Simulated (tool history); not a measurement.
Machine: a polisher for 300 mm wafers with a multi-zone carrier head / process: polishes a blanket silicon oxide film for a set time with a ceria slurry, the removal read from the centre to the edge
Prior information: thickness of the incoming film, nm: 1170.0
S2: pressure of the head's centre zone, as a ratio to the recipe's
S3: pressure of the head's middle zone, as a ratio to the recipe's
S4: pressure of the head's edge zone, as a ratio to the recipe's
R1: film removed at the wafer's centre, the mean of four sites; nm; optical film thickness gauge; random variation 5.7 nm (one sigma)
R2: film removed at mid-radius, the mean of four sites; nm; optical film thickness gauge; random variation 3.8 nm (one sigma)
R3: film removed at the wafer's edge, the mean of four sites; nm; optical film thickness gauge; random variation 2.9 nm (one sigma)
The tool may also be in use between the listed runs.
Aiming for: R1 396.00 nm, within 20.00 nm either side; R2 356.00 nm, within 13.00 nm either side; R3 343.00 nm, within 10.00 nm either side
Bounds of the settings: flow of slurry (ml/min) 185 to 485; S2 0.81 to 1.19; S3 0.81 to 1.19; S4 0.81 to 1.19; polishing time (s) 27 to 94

{"run": 1, "hour": 0.0, "flow of slurry (ml/min)": 310, "S2": 1.0, "S3": 1.0, "S4": 1.0, "polishing time (s)": 60, "R1": 272.15, "R2": 280.46, "R3": 270.62}
{"run": 2, "hour": 2.9, "flow of slurry (ml/min)": 320, "S2": 1.06, "S3": 1.02, "S4": 1.04, "polishing time (s)": 64, "R1": 303.79, "R2": 303.01, "R3": 293.73}
{"run": 3, "hour": 5.5, "flow of slurry (ml/min)": 330, "S2": 1.1, "S3": 1.03, "S4": 1.04, "polishing time (s)": 67, "R1": 327.3, "R2": 321.24, "R3": 301.61}
{"run": 4, "hour": 6.7, "flow of slurry (ml/min)": 330, "S2": 1.1, "S3": 1.03, "S4": 1.04, "polishing time (s)": 77, "R1": 371.04, "R2": 369.31, "R3": 344.76}
{"run": 5, "hour": 10.1, "flow of slurry (ml/min)": 330, "S2": 1.1, "S3": 1.03, "S4": 1.04, "polishing time (s)": 85, "R1": 408.42, "R2": 402.85, "R3": 385.99}
{"run": 6, "hour": 15.0, "flow of slurry (ml/min)": 325, "S2": 1.11, "S3": 1.01, "S4": 1.0, "polishing time (s)": 84, "R1": 411.92, "R2": 400.92, "R3": 376.99}
{"run": 7, "hour": 19.6, "flow of slurry (ml/min)": 325, "S2": 1.12, "S3": 0.99, "S4": 0.98, "polishing time (s)": 82, "R1": 388.87, "R2": 378.48, "R3": 366.58}
{"run": 8, "hour": 20.3, "flow of slurry (ml/min)": 335, "S2": 1.14, "S3": 1.0, "S4": 1.01, "polishing time (s)": 80, "R1": 395.33, "R2": 373.3, "R3": 366.88}
{"run": 9, "hour": 21.9, "flow of slurry (ml/min)": 320, "S2": 1.16, "S3": 1.0, "S4": 0.99, "polishing time (s)": 79, "R1": 384.56, "R2": 371.14, "R3": 352.31}

5 candidate next runs follow, results not yet known. Just one meets every target within its allowed miss. Identify it.
{"run": "A", "hour": 23.5, "flow of slurry (ml/min)": 350, "S2": 1.19, "S3": 1.08, "S4": 0.97, "polishing time (s)": 76, "R1": "?", "R2": "?", "R3": "?"}
{"run": "B", "hour": 23.5, "flow of slurry (ml/min)": 260, "S2": 1.0, "S3": 1.09, "S4": 0.95, "polishing time (s)": 81, "R1": "?", "R2": "?", "R3": "?"}
{"run": "C", "hour": 23.5, "flow of slurry (ml/min)": 330, "S2": 1.08, "S3": 0.95, "S4": 1.08, "polishing time (s)": 80, "R1": "?", "R2": "?", "R3": "?"}
{"run": "D", "hour": 23.5, "flow of slurry (ml/min)": 185, "S2": 0.9, "S3": 0.85, "S4": 0.91, "polishing time (s)": 88, "R1": "?", "R2": "?", "R3": "?"}
{"run": "E", "hour": 23.5, "flow of slurry (ml/min)": 375, "S2": 1.18, "S3": 0.94, "S4": 0.93, "polishing time (s)": 78, "R1": "?", "R2": "?", "R3": "?"}

move=A R1=386.28 R2=383.51 R3=341.09
move=B R1=358.99 R2=398.97 R3=352.14
move=C R1=381.10 R2=369.69 R3=373.92
move=D R1=346.95 R2=351.91 R3=363.20
move=E R1=396.66 R2=362.03 R3=346.46
A: its largest miss is bigger than the last run's
B: its largest miss is bigger than the last run's
C: its largest miss is bigger than the last run's
D: meets the target for the result that was furthest off, but another lies outside its allowed miss
E: hits every target within its allowed miss
Go with E: it meets all targets.

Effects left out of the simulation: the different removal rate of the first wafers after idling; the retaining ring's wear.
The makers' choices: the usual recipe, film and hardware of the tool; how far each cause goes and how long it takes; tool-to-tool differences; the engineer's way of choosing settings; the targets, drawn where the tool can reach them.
